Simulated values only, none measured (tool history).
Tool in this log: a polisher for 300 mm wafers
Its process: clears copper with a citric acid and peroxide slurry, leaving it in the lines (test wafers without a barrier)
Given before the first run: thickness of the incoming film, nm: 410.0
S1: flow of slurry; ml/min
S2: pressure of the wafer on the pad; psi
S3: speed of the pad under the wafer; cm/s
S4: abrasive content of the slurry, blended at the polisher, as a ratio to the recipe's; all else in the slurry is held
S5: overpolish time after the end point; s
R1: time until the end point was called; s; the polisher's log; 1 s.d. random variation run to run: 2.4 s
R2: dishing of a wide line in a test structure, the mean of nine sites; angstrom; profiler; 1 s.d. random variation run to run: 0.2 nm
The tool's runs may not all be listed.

run,hour,S1,S2,S3,S4,S5,R1,R2
1,0.0,300,3.8,124,1.00,9,96.124,247.97
2,1.4,300,3.6,124,1.00,9,98.908,240.23
3,6.0,300,3.6,124,1.15,9,96.514,252.78
4,14.4,300,4.5,124,1.15,9,77.729,295.06
5,19.8,300,4.5,92,1.15,9,101.180,235.23
6,24.0,300,4.5,92,1.00,9,109.060,228.67

Run 7 comes next. What will it give?
7,27.2,300,4.3,92,1.00,9,?,?

{"run 7": {"R1": 115.23, "R2": 224.36}}
